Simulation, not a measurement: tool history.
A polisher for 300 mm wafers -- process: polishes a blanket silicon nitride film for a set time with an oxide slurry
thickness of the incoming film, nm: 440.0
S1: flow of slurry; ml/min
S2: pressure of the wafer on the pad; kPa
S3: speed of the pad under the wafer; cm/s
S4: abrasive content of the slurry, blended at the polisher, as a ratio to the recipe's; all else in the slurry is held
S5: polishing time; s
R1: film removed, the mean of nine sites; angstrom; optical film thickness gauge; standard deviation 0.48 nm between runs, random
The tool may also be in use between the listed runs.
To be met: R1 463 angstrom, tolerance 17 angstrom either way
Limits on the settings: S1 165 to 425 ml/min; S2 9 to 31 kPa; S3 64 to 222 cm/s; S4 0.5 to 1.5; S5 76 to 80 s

{"run": 1, "hour": 0.0, "S1": 275, "S2": 20, "S3": 142, "S4": 1, "S5": 76, "R1": 615.31}
{"run": 2, "hour": 4.1, "S1": 275, "S2": 22.8, "S3": 142, "S4": 1, "S5": 76, "R1": 682.18}
{"run": 3, "hour": 4.9, "S1": 275, "S2": 22.1, "S3": 142, "S4": 1, "S5": 76, "R1": 656.07}
{"run": 4, "hour": 12.3, "S1": 275, "S2": 22.1, "S3": 142, "S4": 0.85, "S5": 76, "R1": 610.21}
{"run": 5, "hour": 17.8, "S1": 275, "S2": 22.1, "S3": 142, "S4": 1, "S5": 76, "R1": 658.49}
{"run": 6, "hour": 26.2, "S1": 275, "S2": 22.1, "S3": 166, "S4": 1, "S5": 76, "R1": 761.35}
{"run": 7, "hour": 29.5, "S1": 275, "S2": 20.7, "S3": 166, "S4": 1, "S5": 76, "R1": 706.28}
{"run": 8, "hour": 35.6, "S1": 275, "S2": 20, "S3": 166, "S4": 1, "S5": 76, "R1": 693.84}
{"run": 9, "hour": 41.4, "S1": 275, "S2": 19.3, "S3": 166, "S4": 1, "S5": 76, "R1": 687.46}
{"run": 10, "hour": 44.6, "S1": 275, "S2": 17.9, "S3": 166, "S4": 1, "S5": 76, "R1": 655.51}
{"run": 11, "hour": 53.5, "S1": 275, "S2": 17.2, "S3": 164, "S4": 1, "S5": 76, "R1": 623.33}
{"run": 12, "hour": 61.0, "S1": 275, "S2": 16.5, "S3": 164, "S4": 1, "S5": 76, "R1": 611.86}
{"run": 13, "hour": 63.6, "S1": 275, "S2": 15.9, "S3": 164, "S4": 1, "S5": 76, "R1": 589.98}

5 next moves are on the table. One of them brings every result within its allowed miss. Which?
{"run": "A", "hour": 66.2, "S1": 225, "S2": 17.9, "S3": 120, "S4": 0.9, "S5": 76, "R1": "?"}
{"run": "B", "hour": 66.2, "S1": 320, "S2": 15.9, "S3": 200, "S4": 1, "S5": 80, "R1": "?"}
{"run": "C", "hour": 66.2, "S1": 255, "S2": 12.4, "S3": 130, "S4": 1.05, "S5": 76, "R1": "?"}
{"run": "D", "hour": 66.2, "S1": 255, "S2": 16.5, "S3": 108, "S4": 1, "S5": 76, "R1": "?"}
{"run": "E", "hour": 66.2, "S1": 235, "S2": 12.4, "S3": 136, "S4": 0.95, "S5": 76, "R1": "?"}

move=A R1=457.76
move=B R1=725.2
move=C R1=419.48
move=D R1=423.2
move=E R1=413.58
A: in spec on every target
B: moves away from the targets compared with the last run
C: the result that was furthest off in the last run now lies on the other side of its target
D: the result that was furthest off in the last run now lies on the other side of its target
E: the result that was furthest off in the last run now lies on the other side of its target
A is the move that brings every result within its allowed miss.
